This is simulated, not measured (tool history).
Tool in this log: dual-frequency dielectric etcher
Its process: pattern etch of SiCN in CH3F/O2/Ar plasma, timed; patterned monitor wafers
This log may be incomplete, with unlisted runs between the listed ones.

| run | day | source power (kW) | bias power (kW) | etch time (s) | mean etch depth across the wafer (angstrom) |
|---|---|---|---|---|---|
| 1 | 0 | 0.34 | 0.056 | 31 | 100.87 |
| 2 | 0.083 | 0.34 | 0.066 | 31 | 107.15 |
| 3 | 0.312 | 0.34 | 0.062 | 31 | 104.58 |
| 4 | 0.617 | 0.31 | 0.058 | 31 | 97.973 |
| 5 | 0.833 | 0.33 | 0.058 | 31 | 100.82 |
| 6 | 1.179 | 0.31 | 0.055 | 31 | 96.122 |
| 7 | 1.512 | 0.29 | 0.053 | 31 | 91.966 |
| 8 | 1.779 | 0.27 | 0.052 | 31 | 88.561 |
| 9 | 2.133 | 0.26 | 0.052 | 31 | 86.921 |
| 10 | 2.396 | 0.25 | 0.052 | 31 | 85.695 |
| 11 | 2.575 | 0.24 | 0.052 | 31 | 83.891 |

Run 12, settings as shown, results not yet in. Your forecast:
| 12 | 2.758 | 0.23 | 0.052 | 31 | ? |

Logged for run 12: mean etch depth across the wafer (angstrom) 82.127.
